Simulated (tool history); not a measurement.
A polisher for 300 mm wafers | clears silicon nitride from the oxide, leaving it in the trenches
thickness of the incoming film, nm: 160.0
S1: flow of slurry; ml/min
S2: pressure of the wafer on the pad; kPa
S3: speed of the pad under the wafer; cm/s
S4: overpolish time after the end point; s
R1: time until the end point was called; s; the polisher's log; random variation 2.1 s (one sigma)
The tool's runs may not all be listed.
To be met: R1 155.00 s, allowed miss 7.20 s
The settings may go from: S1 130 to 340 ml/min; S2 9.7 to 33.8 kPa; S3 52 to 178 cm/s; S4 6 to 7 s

{"run": 1, "hour": 0.0, "S1": 220, "S2": 21.4, "S3": 114, "S4": 7, "R1": 116.61}
{"run": 2, "hour": 5.8, "S1": 265, "S2": 21.4, "S3": 114, "S4": 7, "R1": 116.13}
{"run": 3, "hour": 7.4, "S1": 265, "S2": 20.7, "S3": 114, "S4": 7, "R1": 114.39}
{"run": 4, "hour": 8.5, "S1": 290, "S2": 20.7, "S3": 114, "S4": 7, "R1": 114.7}
{"run": 5, "hour": 17.0, "S1": 255, "S2": 20.7, "S3": 114, "S4": 7, "R1": 120.94}
{"run": 6, "hour": 24.0, "S1": 255, "S2": 24.8, "S3": 114, "S4": 7, "R1": 103.63}
{"run": 7, "hour": 25.6, "S1": 255, "S2": 23.4, "S3": 114, "S4": 7, "R1": 107.5}
{"run": 8, "hour": 30.7, "S1": 255, "S2": 22.8, "S3": 114, "S4": 7, "R1": 110.8}
{"run": 9, "hour": 33.3, "S1": 255, "S2": 22.1, "S3": 114, "S4": 7, "R1": 113.68}
{"run": 10, "hour": 37.5, "S1": 255, "S2": 21.4, "S3": 114, "S4": 7, "R1": 116.2}
{"run": 11, "hour": 42.6, "S1": 255, "S2": 20.7, "S3": 114, "S4": 7, "R1": 118.55}
{"run": 12, "hour": 48.7, "S1": 255, "S2": 20.0, "S3": 114, "S4": 7, "R1": 122.3}
{"run": 13, "hour": 56.8, "S1": 255, "S2": 19.3, "S3": 114, "S4": 7, "R1": 126.51}
{"run": 14, "hour": 58.7, "S1": 255, "S2": 18.6, "S3": 114, "S4": 7, "R1": 130.78}
{"run": 15, "hour": 59.6, "S1": 255, "S2": 17.9, "S3": 114, "S4": 7, "R1": 132.34}
{"run": 16, "hour": 64.4, "S1": 255, "S2": 17.2, "S3": 114, "S4": 7, "R1": 137.52}

5 next moves are on the table. One of them brings every result within its allowed miss. Which?
{"run": "A", "hour": 69.2, "S1": 275, "S2": 14.5, "S3": 114, "S4": 7, "R1": "?"}
{"run": "B", "hour": 69.2, "S1": 255, "S2": 17.9, "S3": 88, "S4": 6, "R1": "?"}
{"run": "C", "hour": 69.2, "S1": 250, "S2": 13.1, "S3": 108, "S4": 7, "R1": "?"}
{"run": "D", "hour": 69.2, "S1": 270, "S2": 12.4, "S3": 114, "S4": 6, "R1": "?"}
{"run": "E", "hour": 69.2, "S1": 255, "S2": 19.3, "S3": 108, "S4": 7, "R1": "?"}

move=A R1=157.41
move=B R1=171.46
move=C R1=181.08
move=D R1=177.71
move=E R1=132.34
A: meets every target
B: takes the result that was furthest off past its target
C: takes the result that was furthest off past its target
D: takes the result that was furthest off past its target
E: further off than the last run
The right move is A.
